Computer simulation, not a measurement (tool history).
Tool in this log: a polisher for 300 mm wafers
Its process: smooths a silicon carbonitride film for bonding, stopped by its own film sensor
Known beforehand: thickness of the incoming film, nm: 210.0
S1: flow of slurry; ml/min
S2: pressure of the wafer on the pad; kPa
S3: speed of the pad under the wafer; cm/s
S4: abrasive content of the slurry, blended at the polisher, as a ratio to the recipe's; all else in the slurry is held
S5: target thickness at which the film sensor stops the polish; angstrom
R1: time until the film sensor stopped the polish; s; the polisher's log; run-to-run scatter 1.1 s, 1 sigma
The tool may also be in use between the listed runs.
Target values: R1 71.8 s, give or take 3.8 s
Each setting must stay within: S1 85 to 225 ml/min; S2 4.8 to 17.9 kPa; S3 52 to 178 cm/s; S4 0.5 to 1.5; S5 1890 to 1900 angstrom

Run 1, hour 0: S1 145 ml/min, S2 11 kPa, S3 114 cm/s, S4 1, S5 1900 angstrom. Result: R1 111.13 s.
Run 2, hour 2.7: S1 145 ml/min, S2 11.7 kPa, S3 116 cm/s, S4 1, S5 1900 angstrom. Result: R1 100.52 s.
Run 3, hour 9.4: S1 145 ml/min, S2 10.3 kPa, S3 116 cm/s, S4 1, S5 1900 angstrom. Result: R1 113.8 s.
Run 4, hour 16.5: S1 145 ml/min, S2 12.4 kPa, S3 116 cm/s, S4 1, S5 1900 angstrom. Result: R1 97.936 s.
Run 5, hour 21.5: S1 145 ml/min, S2 13.1 kPa, S3 118 cm/s, S4 1, S5 1900 angstrom. Result: R1 93.313 s.
Run 6, hour 27: S1 145 ml/min, S2 10.3 kPa, S3 118 cm/s, S4 1, S5 1900 angstrom. Result: R1 114.14 s.
Run 7, hour 29.2: S1 145 ml/min, S2 11.7 kPa, S3 120 cm/s, S4 1, S5 1900 angstrom. Result: R1 99.091 s.
Run 8, hour 35.2: S1 150 ml/min, S2 15.2 kPa, S3 124 cm/s, S4 1, S5 1900 angstrom. Result: R1 80.436 s.
Run 9, hour 41.4: S1 150 ml/min, S2 15.9 kPa, S3 124 cm/s, S4 1, S5 1900 angstrom. Result: R1 76.48 s.

4 candidate next runs follow, results not yet known. Just one meets every target within its allowed miss. Identify it.
Run A, hour 47.6: S1 225 ml/min, S2 11.7 kPa, S3 134 cm/s, S4 1.25, S5 1900 angstrom. Result: R1 ?.
Run B, hour 47.6: S1 165 ml/min, S2 15.9 kPa, S3 130 cm/s, S4 1.1, S5 1890 angstrom. Result: R1 ?.
Run C, hour 47.6: S1 150 ml/min, S2 15.9 kPa, S3 110 cm/s, S4 1.15, S5 1900 angstrom. Result: R1 ?.
Run D, hour 47.6: S1 130 ml/min, S2 14.5 kPa, S3 122 cm/s, S4 1.45, S5 1890 angstrom. Result: R1 ?.

move      R1
   A   79.77
   B  72.649
   C  76.775
   D  77.719
A: lands further from the targets than the last run did
B: each result inside its tolerance
C: lands further from the targets than the last run did
D: lands further from the targets than the last run did
Go with B: it meets all targets.
